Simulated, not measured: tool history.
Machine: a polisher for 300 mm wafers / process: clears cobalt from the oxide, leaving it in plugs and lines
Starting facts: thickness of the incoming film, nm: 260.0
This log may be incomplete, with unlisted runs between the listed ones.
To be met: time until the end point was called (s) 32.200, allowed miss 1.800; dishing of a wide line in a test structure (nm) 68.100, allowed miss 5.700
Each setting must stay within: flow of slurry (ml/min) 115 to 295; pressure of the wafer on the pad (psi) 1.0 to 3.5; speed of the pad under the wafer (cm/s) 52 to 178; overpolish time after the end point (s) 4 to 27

run    day  flow of slurry (ml/min)  pressure of the wafer on the pad (psi)  speed of the pad under the wafer (cm/s)  overpolish time after the end point (s)  time until the end point was called (s)  dishing of a wide line in a test structure (nm)
  1  0.000                      190                                     2.2                                      114                                       14                                   42.690                                           54.504
  2  0.117                      190                                     1.8                                      114                                       14                                   53.348                                           48.126
  3  0.267                      155                                     1.8                                      114                                       14                                   54.028                                           45.317
  4  0.421                      155                                     2.0                                      114                                       14                                   47.935                                           51.494
  5  0.462                      155                                     2.0                                      114                                        9                                   49.351                                           37.227
  6  0.496                      155                                     2.1                                      114                                       10                                   46.159                                           40.861
  7  0.750                      155                                     2.2                                      114                                       11                                   44.092                                           43.428
  8  0.833                      155                                     2.3                                      114                                       12                                   43.142                                           49.768
  9  0.879                      155                                     2.4                                      114                                       12                                   40.074                                           49.264
 10  0.921                      155                                     2.5                                      114                                       13                                   38.897                                           52.378
 11  1.212                      155                                     2.6                                      114                                       14                                   38.009                                           55.545
 12  1.342                      160                                     2.7                                      114                                       14                                   35.944                                           61.971
 13  1.425                      165                                     2.8                                      114                                       14                                   34.393                                           59.339

5 candidate next runs follow, results not yet known. Just one meets every target within its allowed miss. Identify it.
  A  1.508                      165                                     3.0                                      110                                       11                                        ?                                                ?
  B  1.508                      245                                     3.1                                       90                                       15                                        ?                                                ?
  C  1.508                      135                                     2.6                                      114                                       17                                        ?                                                ?
  D  1.508                      130                                     3.3                                       94                                        9                                        ?                                                ?
  E  1.508                      190                                     2.9                                      118                                       17                                        ?                                                ?

move  time until the end point was called (s)  dishing of a wide line in a test structure (nm)
   A                                   33.528                                           54.325
   B                                   37.755                                           60.615
   C                                   38.206                                           64.233
   D                                   36.657                                           45.059
   E                                   31.847                                           69.756
A: misses by more than the last run did
B: misses by more than the last run did
C: corrects the largest miss of the last run, while another result sits out of spec
D: misses by more than the last run did
E: meets every target
E meets every target.
